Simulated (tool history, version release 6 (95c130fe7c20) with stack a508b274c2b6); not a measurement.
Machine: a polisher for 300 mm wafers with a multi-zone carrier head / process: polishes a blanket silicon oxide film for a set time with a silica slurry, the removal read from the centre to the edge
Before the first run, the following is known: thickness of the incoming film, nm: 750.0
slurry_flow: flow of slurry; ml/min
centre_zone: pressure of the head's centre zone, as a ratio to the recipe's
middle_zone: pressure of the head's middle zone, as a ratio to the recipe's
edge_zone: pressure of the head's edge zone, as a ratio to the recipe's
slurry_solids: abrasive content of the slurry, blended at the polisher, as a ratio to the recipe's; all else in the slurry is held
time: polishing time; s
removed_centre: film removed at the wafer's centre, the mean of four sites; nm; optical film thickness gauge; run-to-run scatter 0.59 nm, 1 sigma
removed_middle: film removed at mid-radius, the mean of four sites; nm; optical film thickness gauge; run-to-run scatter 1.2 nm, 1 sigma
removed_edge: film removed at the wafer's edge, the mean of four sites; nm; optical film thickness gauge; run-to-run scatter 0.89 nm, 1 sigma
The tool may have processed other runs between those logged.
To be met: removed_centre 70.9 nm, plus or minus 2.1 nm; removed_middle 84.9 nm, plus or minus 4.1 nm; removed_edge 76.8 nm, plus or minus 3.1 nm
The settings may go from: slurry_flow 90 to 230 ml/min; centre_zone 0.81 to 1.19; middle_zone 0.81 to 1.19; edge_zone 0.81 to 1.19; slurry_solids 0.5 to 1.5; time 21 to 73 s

run	day	slurry_flow	centre_zone	middle_zone	edge_zone	slurry_solids	time	removed_centre	removed_middle	removed_edge
1	0	150	1	1	1	1	47	166.45	166.2	153.14
2	0.258	150	1	1	0.93	1	47	166.77	165.31	151.51
3	0.533	140	0.96	1.01	0.93	0.85	42	133.75	140.14	128.29
4	0.892	135	0.94	1.02	0.92	0.75	37	109.72	116.47	105.39
5	1.038	135	0.94	1.02	0.97	0.75	37	110.11	119.24	108.74
6	1.35	135	0.94	1.02	0.97	0.75	33	97.686	103.08	97.488
7	1.583	105	0.84	1.02	0.87	0.5	31	67.247	78.632	70.271
8	1.817	110	0.84	1.02	0.89	0.5	31	69.069	80.888	72.025
9	2.121	125	0.82	1.02	0.97	0.55	31	71.931	87.129	81.554

Consider the 4 candidate settings below. Which is the only one whose results all fall within their allowed miss of target?
A	2.425	135	0.85	0.98	0.96	0.6	30	?	?	?
B	2.425	130	0.81	1.17	0.97	0.5	32	?	?	?
C	2.425	120	0.81	0.99	1.06	0.55	32	?	?	?
D	2.425	105	0.86	1.06	0.95	0.5	32	?	?	?

move	removed_centre	removed_middle	removed_edge
A	75.621	85.199	80.832
B	72.064	98.257	80.501
C	72.898	86.512	85.885
D	71.205	85.623	76.998
A: lands further from the targets than the last run did
B: lands further from the targets than the last run did
C: lands further from the targets than the last run did
D: each result inside its tolerance
The right move is D.
